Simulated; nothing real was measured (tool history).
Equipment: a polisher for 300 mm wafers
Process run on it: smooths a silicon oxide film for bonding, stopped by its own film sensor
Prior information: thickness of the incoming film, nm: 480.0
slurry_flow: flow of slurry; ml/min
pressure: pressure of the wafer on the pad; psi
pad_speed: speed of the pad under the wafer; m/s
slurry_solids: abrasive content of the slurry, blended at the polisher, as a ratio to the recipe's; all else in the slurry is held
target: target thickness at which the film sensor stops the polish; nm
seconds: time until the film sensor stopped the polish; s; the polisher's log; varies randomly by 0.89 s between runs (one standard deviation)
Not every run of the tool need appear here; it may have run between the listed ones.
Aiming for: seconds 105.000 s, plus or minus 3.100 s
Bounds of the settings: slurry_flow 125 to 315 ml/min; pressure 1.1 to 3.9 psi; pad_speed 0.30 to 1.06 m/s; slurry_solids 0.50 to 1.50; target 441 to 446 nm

| run | hour | slurry_flow | pressure | pad_speed | slurry_solids | target | seconds |
|---|---|---|---|---|---|---|---|
| 1 | 0.0 | 205 | 2.5 | 0.68 | 1.00 | 441 | 78.277 |
| 2 | 3.6 | 200 | 2.3 | 0.68 | 1.00 | 441 | 83.818 |
| 3 | 8.2 | 245 | 2.3 | 0.68 | 1.00 | 441 | 81.780 |
| 4 | 12.2 | 245 | 2.3 | 0.68 | 0.90 | 441 | 86.246 |
|  | 19.3 | slurry blender recalibrated |
| 5 | 19.3 | 245 | 2.3 | 0.68 | 0.90 | 446 | 69.594 |
| 6 | 26.9 | 245 | 2.3 | 0.68 | 0.90 | 441 | 79.121 |
| 7 | 31.3 | 225 | 2.1 | 0.68 | 0.90 | 441 | 87.404 |
| 8 | 33.1 | 220 | 1.9 | 0.68 | 0.90 | 441 | 98.563 |
| 9 | 34.1 | 210 | 1.9 | 0.68 | 0.90 | 441 | 97.279 |
| 10 | 42.1 | 200 | 1.9 | 0.68 | 0.90 | 441 | 97.854 |
| 11 | 49.8 | 195 | 1.9 | 0.68 | 0.90 | 441 | 100.090 |

Which of these 4 next moves meets every target?
| A | 57.5 | 220 | 1.8 | 0.72 | 0.75 | 445 | ? |
| B | 57.5 | 235 | 1.7 | 0.62 | 0.85 | 443 | ? |
| C | 57.5 | 130 | 2.0 | 0.60 | 0.80 | 445 | ? |
| D | 57.5 | 175 | 1.1 | 0.88 | 1.20 | 445 | ? |

| move | seconds |
|---|---|
| A | 94.223 |
| B | 112.430 |
| C | 104.070 |
| D | 111.530 |
A: misses by more than the last run did
B: the result that was furthest off in the last run now lies on the other side of its target
C: in spec on every target
D: the result that was furthest off in the last run now lies on the other side of its target
So the answer is move C, the one that meets all the targets.
